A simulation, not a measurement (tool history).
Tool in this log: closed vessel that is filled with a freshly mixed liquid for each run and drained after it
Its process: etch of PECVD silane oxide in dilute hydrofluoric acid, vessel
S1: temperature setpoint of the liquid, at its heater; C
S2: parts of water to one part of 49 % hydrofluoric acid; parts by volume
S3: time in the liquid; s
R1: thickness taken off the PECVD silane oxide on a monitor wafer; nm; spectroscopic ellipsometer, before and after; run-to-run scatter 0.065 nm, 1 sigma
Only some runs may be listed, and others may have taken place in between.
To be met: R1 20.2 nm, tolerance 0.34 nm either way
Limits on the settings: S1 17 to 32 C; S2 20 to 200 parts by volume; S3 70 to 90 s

Run 1, day 0: S1 24 C, S2 110 parts by volume, S3 90 s. Result: R1 17.114 nm.
Run 2, day 0.35: S1 26 C, S2 110 parts by volume, S3 90 s. Result: R1 18.722 nm.
Run 3, day 0.667: S1 26.5 C, S2 110 parts by volume, S3 90 s. Result: R1 18.942 nm.
Run 4, day 0.838: S1 25 C, S2 110 parts by volume, S3 90 s. Result: R1 17.934 nm.
Run 5, day 0.921: S1 25.5 C, S2 110 parts by volume, S3 90 s. Result: R1 18.178 nm.
Run 6, day 1.162: S1 26 C, S2 110 parts by volume, S3 90 s. Result: R1 18.524 nm.
Run 7, day 1.467: S1 26.5 C, S2 110 parts by volume, S3 90 s. Result: R1 18.919 nm.
Run 8, day 1.567: S1 27 C, S2 110 parts by volume, S3 90 s. Result: R1 19.299 nm.
At day 1.738: hydrofluoric acid flow meter replaced.
Run 9, day 1.738: S1 27.5 C, S2 110 parts by volume, S3 90 s. Result: R1 18.06 nm.
Run 10, day 1.842: S1 27.5 C, S2 105 parts by volume, S3 90 s. Result: R1 19.068 nm.

Exercise: of the 4 proposed moves below, exactly one satisfies all targets within the stated allowed misses. Which move is it?
Run A, day 1.946: S1 25.5 C, S2 90 parts by volume, S3 90 s. Result: R1 ?.
Run B, day 1.946: S1 27.5 C, S2 95 parts by volume, S3 85 s. Result: R1 ?.
Run C, day 1.946: S1 25.5 C, S2 85 parts by volume, S3 85 s. Result: R1 ?.
Run D, day 1.946: S1 24 C, S2 85 parts by volume, S3 90 s. Result: R1 ?.

move      R1
   A  20.996
   B  20.174
   C  21.132
   D  21.079
A: pushes the last run's worst result past its target
B: all results land within tolerance of their targets
C: pushes the last run's worst result past its target
D: pushes the last run's worst result past its target
B meets every target.
